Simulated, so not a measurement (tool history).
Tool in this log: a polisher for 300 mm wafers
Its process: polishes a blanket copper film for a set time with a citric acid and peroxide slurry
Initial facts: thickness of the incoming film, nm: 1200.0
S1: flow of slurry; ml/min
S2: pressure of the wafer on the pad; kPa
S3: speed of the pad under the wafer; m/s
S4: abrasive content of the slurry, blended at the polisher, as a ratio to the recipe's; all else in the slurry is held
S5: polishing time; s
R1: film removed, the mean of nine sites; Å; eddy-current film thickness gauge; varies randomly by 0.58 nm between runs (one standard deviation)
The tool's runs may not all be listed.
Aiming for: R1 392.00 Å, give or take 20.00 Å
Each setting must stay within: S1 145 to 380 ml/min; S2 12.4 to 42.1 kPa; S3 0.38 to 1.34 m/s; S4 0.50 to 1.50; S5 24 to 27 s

run 1 hour=0.0 | S1=245 S2=26.9 S3=0.86 S4=1.00 S5=27 | R1=747.09
run 2 hour=2.5 | S1=245 S2=24.8 S3=0.84 S4=1.00 S5=27 | R1=666.48
run 3 hour=7.5 | S1=245 S2=23.4 S3=0.84 S4=1.00 S5=27 | R1=645.09
run 4 hour=8.3 | S1=245 S2=22.1 S3=0.82 S4=1.00 S5=27 | R1=585.20
run 5 hour=10.3 | S1=245 S2=20.7 S3=0.82 S4=1.00 S5=27 | R1=547.86
run 6 hour=14.9 | S1=245 S2=20.0 S3=0.82 S4=1.00 S5=27 | R1=539.71
run 7 hour=22.5 | S1=245 S2=19.3 S3=0.82 S4=1.00 S5=27 | R1=516.56
run 8 hour=30.0 | S1=245 S2=18.6 S3=0.82 S4=1.00 S5=27 | R1=511.85
run 9 hour=30.6 | S1=245 S2=17.9 S3=0.82 S4=1.00 S5=27 | R1=492.56
run 10 hour=36.1 | S1=245 S2=17.2 S3=0.82 S4=1.00 S5=27 | R1=478.19

4 next moves are on the table. One of them brings every result within its allowed miss. Which?
run A hour=41.6 | S1=250 S2=16.5 S3=0.90 S4=1.00 S5=24 | R1=?
run B hour=41.6 | S1=245 S2=15.2 S3=0.86 S4=1.00 S5=27 | R1=?
run C hour=41.6 | S1=220 S2=17.9 S3=0.70 S4=1.00 S5=24 | R1=?
run D hour=41.6 | S1=295 S2=17.2 S3=0.76 S4=1.35 S5=24 | R1=?

move=A R1=416.16
move=B R1=418.84
move=C R1=384.69
move=D R1=424.50
A: an improvement on the last run, though not all results are within tolerance
B: an improvement on the last run, though not all results are within tolerance
C: each result inside its tolerance
D: an improvement on the last run, though not all results are within tolerance
Go with C: it meets all targets.
